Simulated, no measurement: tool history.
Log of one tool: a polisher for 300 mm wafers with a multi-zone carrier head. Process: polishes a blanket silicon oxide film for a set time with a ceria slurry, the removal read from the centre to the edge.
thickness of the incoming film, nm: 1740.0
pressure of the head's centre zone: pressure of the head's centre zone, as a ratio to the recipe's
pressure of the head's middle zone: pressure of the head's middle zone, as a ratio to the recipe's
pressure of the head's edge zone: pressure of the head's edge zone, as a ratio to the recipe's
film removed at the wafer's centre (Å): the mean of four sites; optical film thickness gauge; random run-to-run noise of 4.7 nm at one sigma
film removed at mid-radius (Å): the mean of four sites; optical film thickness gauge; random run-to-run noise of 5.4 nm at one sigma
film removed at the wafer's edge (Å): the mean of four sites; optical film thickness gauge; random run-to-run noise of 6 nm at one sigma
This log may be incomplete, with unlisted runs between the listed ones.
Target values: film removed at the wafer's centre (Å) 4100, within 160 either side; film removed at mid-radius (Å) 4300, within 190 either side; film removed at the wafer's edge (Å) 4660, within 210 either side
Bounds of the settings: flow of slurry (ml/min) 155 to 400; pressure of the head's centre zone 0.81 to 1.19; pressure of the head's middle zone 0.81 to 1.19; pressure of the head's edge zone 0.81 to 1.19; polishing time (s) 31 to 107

| run | hour | flow of slurry (ml/min) | pressure of the head's centre zone | pressure of the head's middle zone | pressure of the head's edge zone | polishing time (s) | film removed at the wafer's centre (Å) | film removed at mid-radius (Å) | film removed at the wafer's edge (Å) |
|---|---|---|---|---|---|---|---|---|---|
| 1 | 0 | 255 | 1 | 1 | 1 | 69 | 3637.7 | 3614.3 | 3682.9 |
| 2 | 4.3 | 255 | 0.99 | 1 | 1.02 | 71 | 3776.6 | 3769.3 | 3751.3 |
| 3 | 7.6 | 225 | 0.99 | 1 | 1.02 | 71 | 3657.2 | 3724.7 | 3647.9 |
| 4 | 10.4 | 245 | 0.97 | 1 | 1.03 | 72 | 3691.1 | 3780.3 | 3749 |
| 5 | 14 | 245 | 0.97 | 1 | 1.08 | 72 | 3720.7 | 3878.9 | 3891.2 |
| 6 | 14.9 | 260 | 0.97 | 1 | 1.1 | 72 | 3710.4 | 3789.2 | 3938.1 |
| 7 | 18.1 | 270 | 0.97 | 1.01 | 1.11 | 73 | 3821.3 | 3958.8 | 3989.1 |
| 8 | 24.6 | 270 | 0.97 | 1.01 | 1.11 | 73 | 3774 | 3985.4 | 4023 |
| 9 | 27.6 | 280 | 0.97 | 1 | 1.12 | 74 | 3842.4 | 3980.5 | 4186.5 |
| 10 | 36.1 | 290 | 0.97 | 1 | 1.13 | 74 | 3951 | 3962.9 | 4211.1 |
| 11 | 42.5 | 295 | 0.96 | 1 | 1.14 | 75 | 3896.9 | 4031.3 | 4306.4 |
| 12 | 45.5 | 295 | 0.96 | 1 | 1.14 | 75 | 3963.3 | 4043.5 | 4261.9 |
| 13 | 53.6 | 300 | 0.95 | 1 | 1.15 | 76 | 3898.4 | 4102.1 | 4295.1 |
| 14 | 55.7 | 300 | 0.95 | 1 | 1.15 | 76 | 3918.4 | 4138.1 | 4376.2 |

Pick the move, out of 5, that brings all results within their allowed miss; only one does.
| A | 57.8 | 315 | 1.17 | 0.97 | 1.07 | 74 | ? | ? | ? |
| B | 57.8 | 350 | 1.02 | 0.94 | 1.09 | 73 | ? | ? | ? |
| C | 57.8 | 270 | 1.12 | 0.99 | 1.1 | 76 | ? | ? | ? |
| D | 57.8 | 300 | 0.87 | 0.95 | 1.11 | 84 | ? | ? | ? |
| E | 57.8 | 325 | 1.02 | 0.97 | 1.09 | 73 | ? | ? | ? |

| move | film removed at the wafer's centre (Å) | film removed at mid-radius (Å) | film removed at the wafer's edge (Å) |
|---|---|---|---|
| A | 4527.9 | 3875.8 | 4007.2 |
| B | 4060.3 | 3765.5 | 4021.1 |
| C | 4415.3 | 3982.5 | 4120.5 |
| D | 4085.3 | 4309.7 | 4617.6 |
| E | 4031.5 | 3837 | 3999 |
A: further off than the last run
B: further off than the last run
C: further off than the last run
D: every result within its allowed miss
E: further off than the last run
The right move is D.
